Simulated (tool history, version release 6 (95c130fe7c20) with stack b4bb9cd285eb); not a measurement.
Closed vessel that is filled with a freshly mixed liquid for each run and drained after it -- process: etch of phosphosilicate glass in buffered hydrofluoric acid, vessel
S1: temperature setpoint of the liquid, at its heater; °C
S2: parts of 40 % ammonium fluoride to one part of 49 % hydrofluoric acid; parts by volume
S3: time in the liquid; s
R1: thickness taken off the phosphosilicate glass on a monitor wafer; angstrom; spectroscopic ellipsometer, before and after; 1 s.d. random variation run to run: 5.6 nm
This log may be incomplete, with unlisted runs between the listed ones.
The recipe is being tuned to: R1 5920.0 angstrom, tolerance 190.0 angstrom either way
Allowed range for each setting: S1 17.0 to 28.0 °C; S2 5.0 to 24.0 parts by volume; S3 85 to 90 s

run,hour,S1,S2,S3,R1
1,0.0,20.0,14.5,85,2533.6
2,6.3,22.0,13.0,85,3146.1
3,8.6,22.0,13.0,85,3124.8
4,16.6,23.5,12.0,85,3718.9
5,25.4,23.5,12.0,90,3925.3
6,32.6,24.5,11.5,90,4354.3
7,33.5,25.5,11.0,90,4781.4
8,34.6,26.0,10.5,90,5136.0

Of the 5 settings listed for the next run, only one would bring every result within its allowed miss of target. Which one?
A,35.7,22.5,9.5,85,?
B,35.7,25.0,10.5,90,?
C,35.7,24.5,10.5,85,?
D,35.7,19.0,5.0,85,?
E,35.7,28.0,10.0,90,?

move,R1
A,4346.5
B,4870.8
C,4477.1
D,6481.2
E,5999.2
A: the biggest miss grows against the last run
B: the biggest miss grows against the last run
C: the biggest miss grows against the last run
D: takes the biggest miss from the last run beyond its target
E: in spec on every target
Answer: E
